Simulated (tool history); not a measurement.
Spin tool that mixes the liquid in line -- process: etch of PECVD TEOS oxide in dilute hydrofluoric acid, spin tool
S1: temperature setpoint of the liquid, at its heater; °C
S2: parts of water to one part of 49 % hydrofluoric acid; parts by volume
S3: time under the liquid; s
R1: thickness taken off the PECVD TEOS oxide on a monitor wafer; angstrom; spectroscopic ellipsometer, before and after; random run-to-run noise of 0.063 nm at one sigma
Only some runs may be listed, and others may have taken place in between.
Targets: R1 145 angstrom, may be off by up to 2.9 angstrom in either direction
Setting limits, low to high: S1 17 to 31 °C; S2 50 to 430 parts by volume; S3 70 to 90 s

| run | hour | S1 | S2 | S3 | R1 |
|---|---|---|---|---|---|
| 1 | 0 | 23 | 240 | 90 | 100.75 |
| 2 | 4.2 | 23 | 210 | 90 | 118.19 |
| 3 | 7.7 | 24 | 210 | 90 | 123.35 |
| 4 | 8.7 | 24 | 210 | 70 | 94.642 |
| 5 | 15.7 | 26 | 210 | 70 | 103.07 |
| 6 | 21.5 | 24 | 210 | 70 | 96.068 |
| 7 | 27 | 25 | 200 | 70 | 106 |
| 8 | 28.2 | 25.5 | 195 | 70 | 110.59 |
| 9 | 33.6 | 26 | 190 | 70 | 116.86 |
| 10 | 39.3 | 26 | 190 | 70 | 116.38 |
| 11 | 40.6 | 26.5 | 185 | 70 | 122.98 |
| 12 | 49.4 | 27 | 185 | 70 | 123.98 |

Which of these 5 next moves meets every target?
| A | 58.2 | 29.5 | 195 | 85 | ? |
| B | 58.2 | 27 | 185 | 90 | ? |
| C | 58.2 | 27.5 | 165 | 70 | ? |
| D | 58.2 | 28.5 | 190 | 85 | ? |
| E | 58.2 | 25.5 | 225 | 85 | ? |

| move | R1 |
|---|---|
| A | 155.07 |
| B | 160.27 |
| C | 145.76 |
| D | 154.59 |
| E | 112.74 |
A: moves the result that the last run missed by most past its target, out the other side
B: moves the result that the last run missed by most past its target, out the other side
C: all results in spec
D: moves the result that the last run missed by most past its target, out the other side
E: the biggest miss grows against the last run
C is the move that brings every result within its allowed miss.
